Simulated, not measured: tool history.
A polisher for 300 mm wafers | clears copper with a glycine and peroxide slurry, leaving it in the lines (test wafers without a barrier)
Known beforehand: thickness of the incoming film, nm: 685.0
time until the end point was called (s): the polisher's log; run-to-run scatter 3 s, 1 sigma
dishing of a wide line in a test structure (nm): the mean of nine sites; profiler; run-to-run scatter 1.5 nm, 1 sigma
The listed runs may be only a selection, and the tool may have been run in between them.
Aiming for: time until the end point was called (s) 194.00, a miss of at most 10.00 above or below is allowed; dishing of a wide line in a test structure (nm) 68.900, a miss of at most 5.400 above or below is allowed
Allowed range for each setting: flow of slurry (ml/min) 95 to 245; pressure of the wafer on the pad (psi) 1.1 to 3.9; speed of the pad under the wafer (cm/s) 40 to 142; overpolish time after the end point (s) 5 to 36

run  hour  flow of slurry (ml/min)  pressure of the wafer on the pad (psi)  speed of the pad under the wafer (cm/s)  overpolish time after the end point (s)  time until the end point was called (s)  dishing of a wide line in a test structure (nm)
  1   0.0                      155                                     2.5                                       90                                       18                                   143.85                                           52.975
  2   7.1                      125                                     2.5                                       90                                       18                                   149.80                                           52.698
  3  13.4                      120                                     2.3                                       88                                       21                                   165.44                                           54.665
  4  16.2                       95                                     2.3                                       88                                       21                                   176.95                                           48.855
  5  21.0                       95                                     2.2                                       88                                       24                                   184.63                                           57.511
  6  29.0                       95                                     2.2                                       88                                       25                                   190.51                                           58.456
  7  36.1                      100                                     2.2                                       88                                       26                                   177.67                                           58.223
     43.6  -- head pressure recalibrated
  8  43.6                      100                                     2.1                                       88                                       29                                   196.20                                           60.106
  9  50.3                      100                                     2.1                                       88                                       30                                   200.87                                           61.679

5 candidate next runs follow, results not yet known. Just one meets every target within its allowed miss. Identify it.
  A  57.0                      140                                     1.8                                       94                                       25                                        ?                                                ?
  B  57.0                      115                                     2.2                                       98                                       22                                        ?                                                ?
  C  57.0                      160                                     2.9                                       56                                       32                                        ?                                                ?
  D  57.0                      100                                     2.9                                       76                                       29                                        ?                                                ?
  E  57.0                      100                                     2.8                                       76                                       21                                        ?                                                ?

move  time until the end point was called (s)  dishing of a wide line in a test structure (nm)
   A                                   198.12                                           53.753
   B                                   172.31                                           54.840
   C                                   199.05                                           68.169
   D                                   176.11                                           68.506
   E                                   181.03                                           51.871
A: its largest miss is bigger than the last run's
B: its largest miss is bigger than the last run's
C: each result inside its tolerance
D: meets the target for the result that was furthest off, but another lies outside its allowed miss
E: its largest miss is bigger than the last run's
The right move is C.
